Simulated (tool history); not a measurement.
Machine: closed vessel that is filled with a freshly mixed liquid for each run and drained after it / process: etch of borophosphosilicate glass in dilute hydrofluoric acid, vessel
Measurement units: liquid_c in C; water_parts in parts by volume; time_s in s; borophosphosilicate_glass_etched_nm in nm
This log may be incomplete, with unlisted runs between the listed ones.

run  hour  liquid_c  water_parts  time_s  borophosphosilicate_glass_etched_nm
  1   0.0      23.0           75     110                               74.973
  2   5.9      21.0           75     110                               68.563
  3  10.0      23.5           75     110                               76.495
  4  11.3      23.5           75     110                               76.309
  5  14.4      23.5           75     110                               76.610
  6  20.0      23.5           75     115                               80.440
  7  22.6      24.5           75     115                               83.866
  8  31.9      24.5           75     115                               83.445
  9  40.5      25.5           75     115                               86.091
 10  49.4      25.5           75     115                               87.402

What will run 11 give?
 11  56.4      26.0           75     115                                    ?

Run 11 came out at borophosphosilicate_glass_etched_nm 88.393 nm.
